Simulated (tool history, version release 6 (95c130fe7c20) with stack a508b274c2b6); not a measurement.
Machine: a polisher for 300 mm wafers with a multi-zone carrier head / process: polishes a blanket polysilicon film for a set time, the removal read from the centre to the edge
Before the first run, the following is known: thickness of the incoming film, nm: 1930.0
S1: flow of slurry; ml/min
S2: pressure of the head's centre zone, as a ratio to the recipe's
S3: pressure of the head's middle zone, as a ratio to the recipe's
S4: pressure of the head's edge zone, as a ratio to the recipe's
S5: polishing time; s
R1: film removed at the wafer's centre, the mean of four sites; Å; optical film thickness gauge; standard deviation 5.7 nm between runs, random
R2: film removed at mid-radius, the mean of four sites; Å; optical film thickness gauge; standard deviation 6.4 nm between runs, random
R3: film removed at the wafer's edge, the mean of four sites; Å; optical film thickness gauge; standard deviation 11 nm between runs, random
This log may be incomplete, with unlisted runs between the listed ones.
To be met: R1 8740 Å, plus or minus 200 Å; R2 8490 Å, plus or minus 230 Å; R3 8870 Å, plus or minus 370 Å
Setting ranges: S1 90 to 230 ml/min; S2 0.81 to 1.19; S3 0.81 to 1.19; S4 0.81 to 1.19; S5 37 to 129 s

run,hour,S1,S2,S3,S4,S5,R1,R2,R3
1,0,150,1,1,1,83,6944.3,7098.5,6906.3
2,5.9,165,1.02,1,1.06,86,7521.7,7497.2,7433.1
3,13.9,165,1.07,1,1.06,86,7803.9,7548.9,7340.2
4,19,175,1.06,0.99,1.1,89,8107.1,7710.9,7793
5,21,185,1.05,1,1.13,91,8422.8,7992.2,8084.3
6,24.9,190,1.03,1,1.15,93,8415.3,8184.4,8504.5
7,30.4,195,1.03,1,1.16,93,8423.9,8334.1,8431.2
8,38.6,195,1.03,0.99,1.17,94,8505,8177.1,8649

Which one of the following 4 next-run settings gets every result inside its allowed miss? There is exactly one.
A,46.8,165,0.98,1.04,1.12,98,?,?,?
B,46.8,175,0.95,1.01,1.19,100,?,?,?
C,46.8,230,1.03,1.02,1.19,88,?,?,?
D,46.8,170,1,0.95,1.07,102,?,?,?

move,R1,R2,R3
A,8241.9,8761.5,8728
B,8236.6,8805.4,9257.7
C,8207.6,8115.4,8379.2
D,8797.5,8490.1,8919.5
A: moves the result that the last run missed by most past its target, out the other side
B: moves the result that the last run missed by most past its target, out the other side
C: moves away from the targets compared with the last run
D: all results land within tolerance of their targets
The right move is D.
